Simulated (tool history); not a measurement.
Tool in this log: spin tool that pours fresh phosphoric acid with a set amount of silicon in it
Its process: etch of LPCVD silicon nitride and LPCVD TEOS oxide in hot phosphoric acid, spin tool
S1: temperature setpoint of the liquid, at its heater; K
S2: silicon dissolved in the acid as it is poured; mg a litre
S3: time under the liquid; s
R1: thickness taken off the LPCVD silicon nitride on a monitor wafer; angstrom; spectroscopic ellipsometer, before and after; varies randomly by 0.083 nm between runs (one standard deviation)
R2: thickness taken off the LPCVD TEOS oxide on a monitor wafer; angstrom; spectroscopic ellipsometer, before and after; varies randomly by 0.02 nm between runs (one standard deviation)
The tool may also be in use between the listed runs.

run	hour	S1	S2	S3	R1	R2
1	0	433.15	12.5	180	161.34	7.3667
2	2.1	433.15	12.5	235	211.14	9.9908
3	5.3	433.15	18.5	235	213.83	8.4423
4	12.6	432.65	18	225	199.47	8.0671
5	20.5	431.65	18	225	192.32	6.6331
6	21.1	429.65	18	225	178.49	6.5579

Predict the results of run 7:
7	27.6	429.65	17.5	220	?	?

{"run 7": {"R1": 176.69, "R2": 6.5863}}
